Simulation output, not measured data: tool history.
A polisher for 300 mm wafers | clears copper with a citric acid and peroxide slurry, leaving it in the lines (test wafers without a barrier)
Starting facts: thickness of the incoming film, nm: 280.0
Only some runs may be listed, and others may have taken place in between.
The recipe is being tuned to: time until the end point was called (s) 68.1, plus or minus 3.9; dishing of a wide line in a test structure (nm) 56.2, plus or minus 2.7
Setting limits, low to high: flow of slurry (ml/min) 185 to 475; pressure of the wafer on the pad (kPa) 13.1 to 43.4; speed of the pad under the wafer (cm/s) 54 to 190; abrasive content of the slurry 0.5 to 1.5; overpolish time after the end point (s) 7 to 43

run	hour	flow of slurry (ml/min)	pressure of the wafer on the pad (kPa)	speed of the pad under the wafer (cm/s)	abrasive content of the slurry	overpolish time after the end point (s)	time until the end point was called (s)	dishing of a wide line in a test structure (nm)
1	0	305	28.3	122	1	22	93.688	50.209
2	1.9	305	28.3	122	1	29	93.601	62.68
3	9.2	305	22.8	122	1	29	115.2	53.478
4	11.8	305	29	122	1	29	91.241	63.824
5	20.7	305	31.7	122	1	25	83.195	62.674
6	29	305	31.7	102	1	25	98.799	53.532
7	31.2	305	35.2	104	1	22	87.774	53.466
8	34.3	305	37.2	104	1	20	84.424	52.571
9	39.8	305	39.3	106	1	19	75.666	52.456
10	44	305	39.3	106	1	19	78.484	52.052

Of the 4 settings listed for the next run, only one would bring every result within its allowed miss of target. Which one?
A	48.2	315	42.7	100	0.85	18	?	?
B	48.2	330	38.6	126	0.85	18	?	?
C	48.2	350	36.5	116	0.8	18	?	?
D	48.2	190	43.4	126	1.1	14	?	?

move	time until the end point was called (s)	dishing of a wide line in a test structure (nm)
A	80.217	49.641
B	70.489	55.15
C	81.685	48.584
D	62.353	49.681
A: moves away from the targets compared with the last run
B: all results land within tolerance of their targets
C: moves away from the targets compared with the last run
D: takes the result that was furthest off past its target
B meets every target.
